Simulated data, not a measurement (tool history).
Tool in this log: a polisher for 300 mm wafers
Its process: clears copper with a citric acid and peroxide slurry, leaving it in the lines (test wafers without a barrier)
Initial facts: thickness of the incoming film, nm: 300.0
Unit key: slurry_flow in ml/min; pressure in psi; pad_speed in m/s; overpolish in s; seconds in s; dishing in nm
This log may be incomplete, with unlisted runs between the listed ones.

Run 1, hour 0.0: slurry_flow 280 ml/min, pressure 3.1 psi, pad_speed 1.16 m/s, slurry_solids 1.0, overpolish 23 s. Result: seconds 93.269 s, dishing 38.838 nm.
Run 2, hour 5.0: slurry_flow 280 ml/min, pressure 2.8 psi, pad_speed 1.16 m/s, slurry_solids 1.0, overpolish 20 s. Result: seconds 98.720 s, dishing 34.275 nm.
Run 3, hour 7.0: slurry_flow 280 ml/min, pressure 2.4 psi, pad_speed 1.16 m/s, slurry_solids 1.0, overpolish 18 s. Result: seconds 108.280 s, dishing 27.102 nm.
Run 4, hour 8.6: slurry_flow 280 ml/min, pressure 2.4 psi, pad_speed 1.16 m/s, slurry_solids 1.0, overpolish 12 s. Result: seconds 109.060 s, dishing 21.286 nm.
Run 5, hour 15.5: slurry_flow 280 ml/min, pressure 2.2 psi, pad_speed 1.16 m/s, slurry_solids 1.0, overpolish 14 s. Result: seconds 114.640 s, dishing 23.287 nm.
Run 6, hour 18.3: slurry_flow 280 ml/min, pressure 2.9 psi, pad_speed 1.16 m/s, slurry_solids 1.0, overpolish 14 s. Result: seconds 96.769 s, dishing 25.543 nm.
Run 7, hour 25.5: slurry_flow 280 ml/min, pressure 2.5 psi, pad_speed 1.16 m/s, slurry_solids 1.0, overpolish 15 s. Result: seconds 107.020 s, dishing 25.019 nm.
Run 8, hour 27.2: slurry_flow 280 ml/min, pressure 2.2 psi, pad_speed 1.16 m/s, slurry_solids 1.0, overpolish 15 s. Result: seconds 115.030 s, dishing 23.709 nm.

Run 9 has not been measured yet. What should we expect?
Run 9, hour 32.8: slurry_flow 280 ml/min, pressure 2.0 psi, pad_speed 1.16 m/s, slurry_solids 1.0, overpolish 15 s. Result: seconds ?, dishing ?.

Logged for run 9: seconds 121.340 s, dishing 21.988 nm.
